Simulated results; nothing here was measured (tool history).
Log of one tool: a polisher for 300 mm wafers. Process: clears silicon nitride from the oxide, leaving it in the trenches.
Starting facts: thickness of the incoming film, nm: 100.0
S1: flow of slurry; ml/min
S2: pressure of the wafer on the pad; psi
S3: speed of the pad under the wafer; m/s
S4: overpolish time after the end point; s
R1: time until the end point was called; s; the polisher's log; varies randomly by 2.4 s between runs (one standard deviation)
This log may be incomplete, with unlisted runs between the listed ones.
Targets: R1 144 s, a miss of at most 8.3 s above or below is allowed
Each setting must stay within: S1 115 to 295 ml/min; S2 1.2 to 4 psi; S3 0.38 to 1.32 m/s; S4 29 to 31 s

run 1 day=0 | S1=190 S2=2.6 S3=0.84 S4=29 | R1=178.15
run 2 day=0.108 | S1=190 S2=2.7 S3=0.84 S4=29 | R1=177.52
run 3 day=0.321 | S1=160 S2=2.7 S3=0.84 S4=29 | R1=182.55
run 4 day=0.55 | S1=165 S2=2.8 S3=0.84 S4=29 | R1=166.28
run 5 day=0.733 | S1=135 S2=2.8 S3=0.84 S4=29 | R1=176.63
run 6 day=1.1 | S1=135 S2=2.8 S3=0.84 S4=31 | R1=176.21
run 7 day=1.188 | S1=135 S2=2.9 S3=0.84 S4=31 | R1=170.37
run 8 day=1.429 | S1=135 S2=3 S3=0.84 S4=31 | R1=170.05
run 9 day=1.562 | S1=135 S2=3.1 S3=0.84 S4=31 | R1=154.99

Which single option among these 4 for the next run brings every result within its allowed miss of target? Just one does.
run A day=1.696 | S1=120 S2=3.1 S3=0.82 S4=31 | R1=?
run B day=1.696 | S1=130 S2=3.8 S3=0.86 S4=29 | R1=?
run C day=1.696 | S1=125 S2=3 S3=0.98 S4=31 | R1=?
run D day=1.696 | S1=190 S2=3.8 S3=0.9 S4=31 | R1=?

move=A R1=162.63
move=B R1=126.89
move=C R1=143.07
move=D R1=117.64
A: moves away from the targets compared with the last run
B: takes the result that was furthest off past its target
C: meets every target
D: takes the result that was furthest off past its target
So the answer is move C, the one that meets all the targets.

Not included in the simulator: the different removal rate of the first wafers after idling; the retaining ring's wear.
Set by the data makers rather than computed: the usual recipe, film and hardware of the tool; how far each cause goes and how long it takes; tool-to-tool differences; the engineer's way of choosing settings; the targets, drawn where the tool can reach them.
